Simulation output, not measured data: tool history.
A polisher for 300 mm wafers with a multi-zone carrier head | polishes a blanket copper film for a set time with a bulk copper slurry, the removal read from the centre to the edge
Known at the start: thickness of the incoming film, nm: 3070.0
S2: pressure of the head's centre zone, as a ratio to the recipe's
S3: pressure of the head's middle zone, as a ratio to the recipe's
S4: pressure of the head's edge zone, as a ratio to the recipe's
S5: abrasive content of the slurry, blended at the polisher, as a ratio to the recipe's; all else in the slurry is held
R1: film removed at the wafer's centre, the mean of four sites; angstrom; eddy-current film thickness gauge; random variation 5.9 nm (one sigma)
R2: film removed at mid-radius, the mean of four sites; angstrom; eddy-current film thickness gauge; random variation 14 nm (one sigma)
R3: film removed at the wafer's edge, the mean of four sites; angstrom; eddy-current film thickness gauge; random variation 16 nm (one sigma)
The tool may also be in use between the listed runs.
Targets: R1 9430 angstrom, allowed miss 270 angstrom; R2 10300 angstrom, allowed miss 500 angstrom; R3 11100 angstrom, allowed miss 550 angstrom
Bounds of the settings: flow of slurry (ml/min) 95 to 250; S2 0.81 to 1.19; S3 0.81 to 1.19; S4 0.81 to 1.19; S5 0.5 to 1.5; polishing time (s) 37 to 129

{"run": 1, "hour": 0.0, "flow of slurry (ml/min)": 160, "S2": 1, "S3": 1, "S4": 1, "S5": 1, "polishing time (s)": 83, "R1": 7286.8, "R2": 7230.8, "R3": 7130.5}
{"run": 2, "hour": 7.5, "flow of slurry (ml/min)": 160, "S2": 1, "S3": 0.95, "S4": 1, "S5": 1, "polishing time (s)": 83, "R1": 7109.7, "R2": 7110.5, "R3": 7285.6}
{"run": 3, "hour": 10.4, "flow of slurry (ml/min)": 160, "S2": 1, "S3": 0.95, "S4": 1, "S5": 1, "polishing time (s)": 97, "R1": 8399.9, "R2": 8247.5, "R3": 8390}
{"run": 4, "hour": 13.1, "flow of slurry (ml/min)": 170, "S2": 0.98, "S3": 0.95, "S4": 1.04, "S5": 1.15, "polishing time (s)": 99, "R1": 8713.7, "R2": 8769.1, "R3": 8991.4}
{"run": 5, "hour": 19.2, "flow of slurry (ml/min)": 145, "S2": 0.98, "S3": 0.95, "S4": 1.04, "S5": 1.15, "polishing time (s)": 99, "R1": 8395.3, "R2": 8486.2, "R3": 8667.1}
{"run": 6, "hour": 23.5, "flow of slurry (ml/min)": 115, "S2": 0.98, "S3": 0.95, "S4": 1.04, "S5": 1.15, "polishing time (s)": 99, "R1": 7853.1, "R2": 7817, "R3": 8398.9}
{"run": 7, "hour": 31.0, "flow of slurry (ml/min)": 135, "S2": 0.96, "S3": 0.94, "S4": 1.08, "S5": 1.2, "polishing time (s)": 101, "R1": 8353, "R2": 8426.4, "R3": 9051.4}
{"run": 8, "hour": 39.5, "flow of slurry (ml/min)": 150, "S2": 0.94, "S3": 0.94, "S4": 1.11, "S5": 1.25, "polishing time (s)": 102, "R1": 8587.6, "R2": 8853.6, "R3": 9509.5}
{"run": 9, "hour": 41.3, "flow of slurry (ml/min)": 160, "S2": 0.93, "S3": 0.94, "S4": 1.13, "S5": 1.3, "polishing time (s)": 103, "R1": 8698.3, "R2": 9043.3, "R3": 9902.2}
{"run": 10, "hour": 46.0, "flow of slurry (ml/min)": 170, "S2": 0.92, "S3": 0.95, "S4": 1.14, "S5": 1.35, "polishing time (s)": 103, "R1": 8693.3, "R2": 9448.3, "R3": 9785.8}
{"run": 11, "hour": 55.0, "flow of slurry (ml/min)": 175, "S2": 0.91, "S3": 0.94, "S4": 1.15, "S5": 1.35, "polishing time (s)": 105, "R1": 8890, "R2": 9442.6, "R3": 10174}
{"run": 12, "hour": 58.8, "flow of slurry (ml/min)": 180, "S2": 0.9, "S3": 0.94, "S4": 1.16, "S5": 1.4, "polishing time (s)": 106, "R1": 8989.8, "R2": 9781.3, "R3": 10558}
{"run": 13, "hour": 60.4, "flow of slurry (ml/min)": 185, "S2": 0.9, "S3": 0.94, "S4": 1.17, "S5": 1.4, "polishing time (s)": 106, "R1": 8960, "R2": 9679.9, "R3": 10747}

Which of these 4 next moves meets every target?
{"run": "A", "hour": 62.0, "flow of slurry (ml/min)": 160, "S2": 0.93, "S3": 0.89, "S4": 1.19, "S5": 1.4, "polishing time (s)": 111, "R1": "?", "R2": "?", "R3": "?"}
{"run": "B", "hour": 62.0, "flow of slurry (ml/min)": 135, "S2": 1.03, "S3": 0.91, "S4": 1.06, "S5": 1.3, "polishing time (s)": 114, "R1": "?", "R2": "?", "R3": "?"}
{"run": "C", "hour": 62.0, "flow of slurry (ml/min)": 245, "S2": 0.84, "S3": 0.9, "S4": 1.07, "S5": 1.35, "polishing time (s)": 113, "R1": "?", "R2": "?", "R3": "?"}
{"run": "D", "hour": 62.0, "flow of slurry (ml/min)": 190, "S2": 0.84, "S3": 0.93, "S4": 1.12, "S5": 1.5, "polishing time (s)": 111, "R1": "?", "R2": "?", "R3": "?"}

move=A R1=9477.5 R2=9558.5 R3=10877
move=B R1=10197 R2=9510.8 R3=10154
move=C R1=9360.1 R2=10433 R3=10967
move=D R1=8985 R2=10310 R3=10903
A: brings the result that was furthest off to its target, and leaves another outside
B: takes the result that was furthest off past its target
C: meets every target
D: nearer than the last run, and not there yet
The right move is C.

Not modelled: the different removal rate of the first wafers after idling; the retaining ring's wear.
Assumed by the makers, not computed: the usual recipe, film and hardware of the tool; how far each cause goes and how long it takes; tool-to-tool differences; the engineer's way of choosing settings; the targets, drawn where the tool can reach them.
